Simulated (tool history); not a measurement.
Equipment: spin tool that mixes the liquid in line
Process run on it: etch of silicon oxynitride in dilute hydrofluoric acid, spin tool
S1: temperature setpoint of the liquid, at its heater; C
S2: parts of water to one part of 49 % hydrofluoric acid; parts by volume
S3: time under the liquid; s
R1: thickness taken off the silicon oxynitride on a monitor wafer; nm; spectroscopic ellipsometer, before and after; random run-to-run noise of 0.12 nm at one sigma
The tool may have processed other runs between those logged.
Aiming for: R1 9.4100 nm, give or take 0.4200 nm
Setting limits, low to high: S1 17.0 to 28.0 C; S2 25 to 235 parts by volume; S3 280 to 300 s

run  hour    S1   S2   S3       R1
  1   0.0  20.0  130  280   2.8653
  2   6.8  20.0  170  280   2.2367
  3  12.1  20.0  170  300   2.3091
  4  14.0  21.0  150  300   2.8120
  5  18.2  21.0  130  300   3.3885
  6  24.5  22.0  115  300   3.9568
  7  31.2  22.0  115  300   4.0524
  8  35.3  23.0  105  300   4.5288
  9  41.3  23.5   95  300   5.3682
 10  47.0  24.0   90  300   5.7178
 11  54.9  24.5   85  300   6.1572
 12  56.0  24.5   85  300   6.3345
 13  58.3  28.0   50  300  12.8420
 14  60.4  27.5   50  300  12.9080
 15  69.3  27.0   50  300  12.3240

5 next moves are on the table. One of them brings every result within its allowed miss. Which?
  A  78.2  25.5  60  295   ?
  B  78.2  26.5  40  300   ?
  C  78.2  26.5  70  290   ?
  D  78.2  26.5  45  300   ?
  E  78.2  23.0  35  300   ?

move       R1
   A   9.3948
   B  15.3030
   C   8.2266
   D  13.5440
   E  14.7930
A: meets every target
B: moves away from the targets compared with the last run
C: takes the biggest miss from the last run beyond its target
D: moves away from the targets compared with the last run
E: moves away from the targets compared with the last run
A meets every target.
